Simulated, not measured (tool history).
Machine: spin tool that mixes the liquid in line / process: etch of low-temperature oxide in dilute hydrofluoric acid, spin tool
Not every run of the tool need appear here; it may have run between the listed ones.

run  hour  temperature setpoint of the liquid (°C)  parts of water to one part of 49 % hydrofluoric acid (parts by volume)  time under the liquid (s)  thickness taken off the low-temperature oxide on a monitor wafer (nm)
  1   0.0                                     24.0                                                                     270                        240                                                                10.6550
  2   2.8                                     21.5                                                                     270                        240                                                                 9.7283
  3  11.5                                     24.5                                                                     270                        240                                                                10.8790
  4  16.8                                     26.5                                                                     250                        240                                                                12.9130
  5  22.8                                     26.5                                                                     250                        240                                                                13.0040
  6  30.7                                     26.5                                                                     250                        240                                                                12.9210

Run 7 is up next; what results do you expect?
  7  31.3                                     28.0                                                                     235                        240                                                                      ?

Run 7 came out at thickness taken off the low-temperature oxide on a monitor wafer (nm) 14.7980.

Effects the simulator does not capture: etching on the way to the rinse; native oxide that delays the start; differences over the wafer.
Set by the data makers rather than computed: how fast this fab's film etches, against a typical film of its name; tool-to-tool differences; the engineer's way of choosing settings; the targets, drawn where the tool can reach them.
